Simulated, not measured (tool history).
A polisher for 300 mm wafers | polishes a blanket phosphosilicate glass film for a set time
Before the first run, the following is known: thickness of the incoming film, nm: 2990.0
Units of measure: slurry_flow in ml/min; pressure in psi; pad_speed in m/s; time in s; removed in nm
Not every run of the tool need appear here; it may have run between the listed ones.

run	hour	slurry_flow	pressure	pad_speed	slurry_solids	time	removed
1	0	255	3.2	1.26	1	34	321.43
2	3.4	255	3.8	1.26	1	34	372.55
3	9.6	255	3.6	1.26	1	34	357.03
4	11.2	255	3.6	1.26	1	30	312.98
5	14.3	255	3.5	1.26	1	30	305.73
6	19.5	255	3.5	1.26	1.2	30	326.62
7	28.2	255	3.4	1.26	1.2	30	318.09
8	28.8	255	3.4	1.26	1.2	30	319
9	36	255	3.3	1.26	1.2	30	307.39
10	44.9	255	3.2	1.26	1.2	30	297.35
11	50.4	255	3.1	1.26	1.2	30	292.89
12	51.6	245	2.5	1.26	1.2	30	237.91
13	56.8	250	2.5	1.26	1.2	30	240.56

Run 14 is up next; what results do you expect?
14	65	250	2.5	1.26	1.2	30	?

For run 14 the tool returned removed 237.73 nm.

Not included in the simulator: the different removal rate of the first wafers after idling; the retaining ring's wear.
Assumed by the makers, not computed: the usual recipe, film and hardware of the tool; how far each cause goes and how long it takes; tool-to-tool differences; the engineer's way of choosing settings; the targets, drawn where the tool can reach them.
